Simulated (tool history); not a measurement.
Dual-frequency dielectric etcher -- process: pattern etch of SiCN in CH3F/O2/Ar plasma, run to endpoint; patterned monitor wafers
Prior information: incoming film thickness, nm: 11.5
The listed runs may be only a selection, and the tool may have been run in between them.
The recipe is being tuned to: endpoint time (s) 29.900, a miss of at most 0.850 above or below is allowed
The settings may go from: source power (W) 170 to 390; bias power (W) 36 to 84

run,hour,source power (W),bias power (W),endpoint time (s)
1,0.0,280,60,36.121
2,4.6,300,63,34.015
3,13.5,350,63,32.007
4,14.4,360,64,31.102
5,22.4,370,64,31.052
6,25.0,370,60,31.874
7,28.2,380,61,31.185
8,29.7,380,61,31.111
9,33.4,380,62,30.914
10,34.1,380,63,30.943
11,37.0,380,63,30.622

Consider the 4 candidate settings below. Which is the only one whose results all fall within their allowed miss of target?
A,39.9,390,65,?
B,39.9,350,62,?
C,39.9,370,61,?
D,39.9,390,75,?

move,endpoint time (s)
A,29.863
B,31.882
C,31.249
D,28.425
A: hits every target within its allowed miss
B: its largest miss is bigger than the last run's
C: its largest miss is bigger than the last run's
D: takes the result that was furthest off past its target
Move A is the one to make.

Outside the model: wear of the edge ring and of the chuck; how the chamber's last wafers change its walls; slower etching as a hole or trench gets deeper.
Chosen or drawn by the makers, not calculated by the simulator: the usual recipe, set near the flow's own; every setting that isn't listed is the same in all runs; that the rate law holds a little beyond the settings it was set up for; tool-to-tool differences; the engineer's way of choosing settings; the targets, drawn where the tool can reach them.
